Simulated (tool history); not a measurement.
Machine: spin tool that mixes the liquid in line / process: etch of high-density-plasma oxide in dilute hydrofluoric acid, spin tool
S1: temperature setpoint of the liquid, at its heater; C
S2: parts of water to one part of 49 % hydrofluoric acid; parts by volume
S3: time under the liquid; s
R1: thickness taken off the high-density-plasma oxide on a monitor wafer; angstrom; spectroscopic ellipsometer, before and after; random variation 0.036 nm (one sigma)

{"run": 1, "hour": 0.0, "S1": 23, "S2": 135, "S3": 305, "R1": 102.19}
{"run": 2, "hour": 4.2, "S1": 22, "S2": 140, "S3": 305, "R1": 94.982}
{"run": 3, "hour": 5.1, "S1": 21, "S2": 145, "S3": 305, "R1": 86.623}
{"run": 4, "hour": 12.2, "S1": 21, "S2": 145, "S3": 305, "R1": 86.733}
{"run": 5, "hour": 13.6, "S1": 21, "S2": 145, "S3": 325, "R1": 92.086}
{"run": 6, "hour": 21.9, "S1": 21, "S2": 145, "S3": 305, "R1": 86.656}
{"run": 7, "hour": 22.9, "S1": 20.5, "S2": 150, "S3": 305, "R1": 81.713}

What does the tool deliver on the next run?
{"run": 8, "hour": 23.7, "S1": 20, "S2": 155, "S3": 305, "R1": "?"}

{"run 8": {"R1": 76.281}}
